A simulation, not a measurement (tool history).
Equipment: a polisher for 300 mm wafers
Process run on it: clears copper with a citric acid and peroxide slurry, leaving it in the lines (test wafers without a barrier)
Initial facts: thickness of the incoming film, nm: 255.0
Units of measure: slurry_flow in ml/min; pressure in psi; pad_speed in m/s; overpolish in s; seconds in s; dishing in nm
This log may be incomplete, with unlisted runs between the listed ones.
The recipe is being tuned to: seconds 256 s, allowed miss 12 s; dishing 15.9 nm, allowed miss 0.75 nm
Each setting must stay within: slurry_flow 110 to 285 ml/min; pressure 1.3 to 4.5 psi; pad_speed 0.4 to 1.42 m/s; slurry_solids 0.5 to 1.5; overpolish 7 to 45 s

| run | day | slurry_flow | pressure | pad_speed | slurry_solids | overpolish | seconds | dishing |
|---|---|---|---|---|---|---|---|---|
| 1 | 0 | 180 | 2.9 | 0.9 | 1 | 23 | 165.45 | 26.478 |
| 2 | 0.267 | 180 | 2.6 | 0.9 | 1 | 22 | 193.36 | 22.366 |
| 3 | 0.329 | 140 | 2.6 | 0.9 | 1 | 22 | 196.78 | 21.964 |
| 4 | 0.504 | 140 | 3 | 0.9 | 1 | 22 | 174.97 | 24.737 |
| 5 | 0.688 | 140 | 2.8 | 0.9 | 1 | 22 | 184.02 | 22.933 |
| 6 | 0.904 | 140 | 2.6 | 0.9 | 1 | 22 | 199.14 | 21.769 |
| 7 | 1.025 | 140 | 2.5 | 0.9 | 1 | 22 | 210.75 | 21.183 |
| 8 | 1.162 | 145 | 2.4 | 0.9 | 1 | 21 | 217.36 | 20.037 |
| 9 | 1.229 | 145 | 2.3 | 0.9 | 1 | 20 | 222.47 | 17.989 |
| 10 | 1.308 | 140 | 2.2 | 0.9 | 1 | 20 | 235.55 | 17.334 |

Below are 5 possible settings for the next run. Only one of them brings all results inside the allowed miss of their targets. Which is it?
| A | 1.388 | 160 | 2.3 | 0.94 | 0.9 | 20 | ? | ? |
| B | 1.388 | 150 | 2.8 | 0.72 | 0.55 | 20 | ? | ? |
| C | 1.388 | 110 | 2.5 | 0.96 | 0.8 | 21 | ? | ? |
| D | 1.388 | 170 | 1.6 | 1.04 | 1.05 | 23 | ? | ? |
| E | 1.388 | 180 | 2 | 1.06 | 1 | 16 | ? | ? |

| move | seconds | dishing |
|---|---|---|
| A | 216.8 | 19.135 |
| B | 258.38 | 16.328 |
| C | 218.85 | 19.88 |
| D | 267.06 | 17.788 |
| E | 211.86 | 15.84 |
A: misses by more than the last run did
B: hits every target within its allowed miss
C: misses by more than the last run did
D: misses by more than the last run did
E: brings the result that was furthest off to its target, and leaves another outside
Go with B: it meets all targets.
